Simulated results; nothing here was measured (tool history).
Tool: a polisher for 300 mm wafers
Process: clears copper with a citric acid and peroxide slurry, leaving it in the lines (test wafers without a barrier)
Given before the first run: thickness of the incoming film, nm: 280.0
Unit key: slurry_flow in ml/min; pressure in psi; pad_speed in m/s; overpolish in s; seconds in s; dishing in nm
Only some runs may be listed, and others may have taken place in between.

Run 1, hour 0: slurry_flow 120 ml/min, pressure 3.1 psi, pad_speed 0.98 m/s, slurry_solids 1, overpolish 14 s. Result: seconds 151.54 s, dishing 20.463 nm.
Run 2, hour 5.6: slurry_flow 145 ml/min, pressure 3.1 psi, pad_speed 0.98 m/s, slurry_solids 1, overpolish 14 s. Result: seconds 141.29 s, dishing 20.715 nm.
Run 3, hour 13.7: slurry_flow 145 ml/min, pressure 3.1 psi, pad_speed 1.06 m/s, slurry_solids 1, overpolish 14 s. Result: seconds 134.1 s, dishing 21.982 nm.
Run 4, hour 15.1: slurry_flow 155 ml/min, pressure 3.4 psi, pad_speed 1.04 m/s, slurry_solids 1.1, overpolish 11 s. Result: seconds 121.15 s, dishing 19.727 nm.
Run 5, hour 15.6: slurry_flow 155 ml/min, pressure 3.4 psi, pad_speed 1.04 m/s, slurry_solids 1, overpolish 11 s. Result: seconds 122.42 s, dishing 20.6 nm.
Run 6, hour 19.2: slurry_flow 155 ml/min, pressure 3.4 psi, pad_speed 1.04 m/s, slurry_solids 1.2, overpolish 11 s. Result: seconds 117.51 s, dishing 19.954 nm.

Run 7 comes next. What will it give?
Run 7, hour 23.8: slurry_flow 165 ml/min, pressure 3.4 psi, pad_speed 1.08 m/s, slurry_solids 1.3, overpolish 9 s. Result: seconds ?, dishing ?.

{"run 7": {"seconds": 111.99, "dishing": 17.58}}

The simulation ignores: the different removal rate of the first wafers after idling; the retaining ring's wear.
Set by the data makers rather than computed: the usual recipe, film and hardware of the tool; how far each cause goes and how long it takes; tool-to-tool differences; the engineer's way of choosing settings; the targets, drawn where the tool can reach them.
